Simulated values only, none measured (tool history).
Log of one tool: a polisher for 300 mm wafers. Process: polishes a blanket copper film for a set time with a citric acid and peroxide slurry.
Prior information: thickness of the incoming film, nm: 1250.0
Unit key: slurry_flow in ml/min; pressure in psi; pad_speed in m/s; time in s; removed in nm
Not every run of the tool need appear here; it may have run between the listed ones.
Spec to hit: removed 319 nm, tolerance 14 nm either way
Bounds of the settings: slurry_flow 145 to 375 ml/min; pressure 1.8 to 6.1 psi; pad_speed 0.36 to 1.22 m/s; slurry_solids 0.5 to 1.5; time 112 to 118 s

run 1 hour=0 | slurry_flow=240 pressure=3.9 pad_speed=0.78 slurry_solids=1 time=112 | removed=259.8
run 2 hour=7 | slurry_flow=240 pressure=4.1 pad_speed=0.78 slurry_solids=1 time=112 | removed=269.17
run 3 hour=14.4 | slurry_flow=240 pressure=4.3 pad_speed=0.78 slurry_solids=1 time=112 | removed=277.92
run 4 hour=19.8 | slurry_flow=240 pressure=3.5 pad_speed=0.78 slurry_solids=1 time=112 | removed=227.86
run 5 hour=27.7 | slurry_flow=240 pressure=2.9 pad_speed=0.78 slurry_solids=1 time=112 | removed=194.1
run 6 hour=28.7 | slurry_flow=240 pressure=2.9 pad_speed=0.78 slurry_solids=1.1 time=112 | removed=194.35
run 7 hour=30.5 | slurry_flow=240 pressure=4 pad_speed=0.82 slurry_solids=1.1 time=112 | removed=277.46
run 8 hour=33.4 | slurry_flow=240 pressure=4.2 pad_speed=0.82 slurry_solids=1.1 time=112 | removed=287.89
run 9 hour=36.9 | slurry_flow=240 pressure=4.2 pad_speed=0.82 slurry_solids=1.1 time=112 | removed=293.61
run 10 hour=43.2 | slurry_flow=240 pressure=4.3 pad_speed=0.82 slurry_solids=1.1 time=112 | removed=291.27
run 11 hour=44.6 | slurry_flow=240 pressure=4.4 pad_speed=0.82 slurry_solids=1.1 time=112 | removed=304.73

Consider the 5 candidate settings below. Which is the only one whose results all fall within their allowed miss of target?
run A hour=46 | slurry_flow=300 pressure=4.2 pad_speed=0.8 slurry_solids=1.15 time=113 | removed=?
run B hour=46 | slurry_flow=235 pressure=5.6 pad_speed=0.72 slurry_solids=1.1 time=116 | removed=?
run C hour=46 | slurry_flow=220 pressure=4.3 pad_speed=0.82 slurry_solids=1.05 time=112 | removed=?
run D hour=46 | slurry_flow=250 pressure=4.6 pad_speed=0.82 slurry_solids=1.2 time=113 | removed=?
run E hour=46 | slurry_flow=260 pressure=4.2 pad_speed=0.8 slurry_solids=1 time=118 | removed=?

move=A removed=297.59
move=B removed=367.31
move=C removed=291.49
move=D removed=327.32
move=E removed=297.68
A: the biggest miss grows against the last run
B: takes the biggest miss from the last run beyond its target
C: the biggest miss grows against the last run
D: hits every target within its allowed miss
E: the biggest miss grows against the last run
D is the move that brings every result within its allowed miss.
